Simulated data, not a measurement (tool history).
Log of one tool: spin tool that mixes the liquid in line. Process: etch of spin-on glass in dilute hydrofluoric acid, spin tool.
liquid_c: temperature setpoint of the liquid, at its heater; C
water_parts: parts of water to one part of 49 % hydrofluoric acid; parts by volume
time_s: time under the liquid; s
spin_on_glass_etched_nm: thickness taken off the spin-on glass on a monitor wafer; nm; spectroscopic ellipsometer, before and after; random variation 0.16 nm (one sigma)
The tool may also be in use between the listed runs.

run	hour	liquid_c	water_parts	time_s	spin_on_glass_etched_nm
1	0	21	190	190	30.254
2	3.8	19	190	190	27.724
3	10.4	18.5	190	190	27.363
4	14	18.5	235	190	21.055
5	16.3	20.5	235	190	22.816
6	20	22	235	190	24.187

The next listed run, before its measurement:
7	25.7	22.5	235	190	?

spin_on_glass_etched_nm: 24.631 nm
